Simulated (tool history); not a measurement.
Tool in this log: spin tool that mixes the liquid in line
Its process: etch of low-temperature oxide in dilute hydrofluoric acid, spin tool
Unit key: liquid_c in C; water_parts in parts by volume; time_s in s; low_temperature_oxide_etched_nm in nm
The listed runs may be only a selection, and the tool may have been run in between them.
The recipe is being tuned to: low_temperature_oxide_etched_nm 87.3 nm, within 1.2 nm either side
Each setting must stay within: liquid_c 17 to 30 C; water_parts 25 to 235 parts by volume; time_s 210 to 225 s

run	hour	liquid_c	water_parts	time_s	low_temperature_oxide_etched_nm
1	0	22	130	210	30.135
2	6.1	20	130	210	28.078
3	7.9	21.5	115	210	34.058
4	13.6	21.5	115	210	34.243
5	17.9	23	105	210	40.393
6	21.2	24	95	210	46.866
7	29.5	25	90	210	52.083
8	33.6	26	85	210	57.357
9	39	26.5	80	210	62.605
10	40	27	80	210	63.946
11	45.6	27	80	210	63.906
12	51.8	27.5	75	210	70.291
13	57.3	28	75	210	71.197
14	58.7	28	75	210	71.348
15	63	30	60	210	98.678
16	68.7	28	60	210	91.567

4 next moves are on the table. One of them brings every result within its allowed miss. Which?
A	74.4	28	60	225	?
B	74.4	29	60	210	?
C	74.4	29.5	70	225	?
D	74.4	25.5	60	215	?

move	low_temperature_oxide_etched_nm
A	98.198
B	95.33
C	87.964
D	84.921
A: its largest miss is bigger than the last run's
B: its largest miss is bigger than the last run's
C: every result lands within tolerance
D: carries the result that was furthest off beyond its target, to the other side
So the answer is move C, the one that meets all the targets.
